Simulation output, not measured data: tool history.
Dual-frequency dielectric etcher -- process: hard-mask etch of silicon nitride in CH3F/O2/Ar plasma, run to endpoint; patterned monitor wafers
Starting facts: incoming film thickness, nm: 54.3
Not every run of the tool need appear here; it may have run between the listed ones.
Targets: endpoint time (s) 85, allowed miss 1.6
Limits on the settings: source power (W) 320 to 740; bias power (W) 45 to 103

run	hour	source power (W)	bias power (W)	endpoint time (s)
1	0	530	74	76.69
2	0.8	530	86	73.654
3	6.1	590	86	70.929
4	14.7	620	86	69.351
5	20.8	660	86	67.964
6	22.4	600	83	71.069
# hour 26.8: source power generator calibrated
7	26.8	600	83	70.086
8	34.3	550	81	72.991
9	34.9	450	74	80.293
10	43	430	73	81.692
11	46.5	420	73	83.187
12	53.8	410	73	83.713

Below are 4 possible settings for the next run. Only one of them brings all results inside the allowed miss of their targets. Which is it?
A	61.1	430	78	?
B	61.1	440	77	?
C	61.1	450	71	?
D	61.1	450	62	?

move	endpoint time (s)
A	79.997
B	79.723
C	81.193
D	84.648
A: lands further from the targets than the last run did
B: lands further from the targets than the last run did
C: lands further from the targets than the last run did
D: hits every target within its allowed miss
So the answer is move D, the one that meets all the targets.

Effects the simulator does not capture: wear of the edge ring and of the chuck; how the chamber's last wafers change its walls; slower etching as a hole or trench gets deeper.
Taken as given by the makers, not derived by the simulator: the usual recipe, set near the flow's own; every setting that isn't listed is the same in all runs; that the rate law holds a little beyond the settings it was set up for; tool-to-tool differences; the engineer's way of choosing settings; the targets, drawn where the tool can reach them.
